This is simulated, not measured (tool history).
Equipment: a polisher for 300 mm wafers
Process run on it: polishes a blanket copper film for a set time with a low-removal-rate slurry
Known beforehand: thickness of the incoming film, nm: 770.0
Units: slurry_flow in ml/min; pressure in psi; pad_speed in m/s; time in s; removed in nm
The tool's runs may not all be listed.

Run 1, day 0.000: slurry_flow 205 ml/min, pressure 3.3 psi, pad_speed 1.22 m/s, slurry_solids 1.0, time 30 s. Result: removed 119.240 nm.
Run 2, day 0.079: slurry_flow 205 ml/min, pressure 3.3 psi, pad_speed 1.22 m/s, slurry_solids 1.0, time 26 s. Result: removed 102.820 nm.
Run 3, day 0.371: slurry_flow 165 ml/min, pressure 3.3 psi, pad_speed 1.22 m/s, slurry_solids 1.0, time 26 s. Result: removed 99.619 nm.
Run 4, day 0.400: slurry_flow 165 ml/min, pressure 2.5 psi, pad_speed 1.22 m/s, slurry_solids 1.0, time 26 s. Result: removed 78.222 nm.
Run 5, day 0.454: slurry_flow 175 ml/min, pressure 2.5 psi, pad_speed 1.22 m/s, slurry_solids 1.0, time 26 s. Result: removed 79.667 nm.
Run 6, day 0.625: slurry_flow 180 ml/min, pressure 2.5 psi, pad_speed 1.22 m/s, slurry_solids 1.0, time 26 s. Result: removed 79.262 nm.
Run 7, day 0.854: slurry_flow 185 ml/min, pressure 2.5 psi, pad_speed 1.22 m/s, slurry_solids 1.0, time 26 s. Result: removed 79.984 nm.

Forecast run 8:
Run 8, day 0.946: slurry_flow 190 ml/min, pressure 2.5 psi, pad_speed 1.22 m/s, slurry_solids 1.0, time 26 s. Result: removed ?.

For run 8 the tool returned removed 79.420 nm.
